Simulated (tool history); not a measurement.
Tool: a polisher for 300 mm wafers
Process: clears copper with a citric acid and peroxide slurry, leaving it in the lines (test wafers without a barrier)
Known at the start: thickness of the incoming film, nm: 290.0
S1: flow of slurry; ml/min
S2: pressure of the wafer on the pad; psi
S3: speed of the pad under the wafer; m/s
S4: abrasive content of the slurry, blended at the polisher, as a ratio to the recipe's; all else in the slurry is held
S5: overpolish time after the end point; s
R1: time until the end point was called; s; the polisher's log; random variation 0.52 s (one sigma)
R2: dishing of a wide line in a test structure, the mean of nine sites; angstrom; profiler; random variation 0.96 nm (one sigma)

run 1 hour=0 | S1=190 S2=3.5 S3=1.06 S4=1 S5=15 | R1=86.998 R2=336.5
run 2 hour=7.8 | S1=190 S2=3.5 S3=1.06 S4=1 S5=13 | R1=87.759 R2=286.29
run 3 hour=8.4 | S1=195 S2=3.7 S3=1.06 S4=1 S5=14 | R1=82.744 R2=338.4
run 4 hour=14.4 | S1=195 S2=3.7 S3=1.06 S4=1 S5=8 | R1=82.939 R2=206.72
run 5 hour=19.3 | S1=195 S2=3.9 S3=1.06 S4=1 S5=10 | R1=78.938 R2=263.66
run 6 hour=25.4 | S1=195 S2=3.9 S3=1.06 S4=1 S5=5 | R1=78.213 R2=139.2
run 7 hour=26.1 | S1=195 S2=4.1 S3=1.06 S4=1 S5=7 | R1=74.507 R2=199

The next listed run, before its measurement:
run 8 hour=27.9 | S1=195 S2=4.2 S3=1.06 S4=1 S5=9 | R1=? R2=?

Run 8 gave R1 73.153 s, R2 251.56 angstrom.
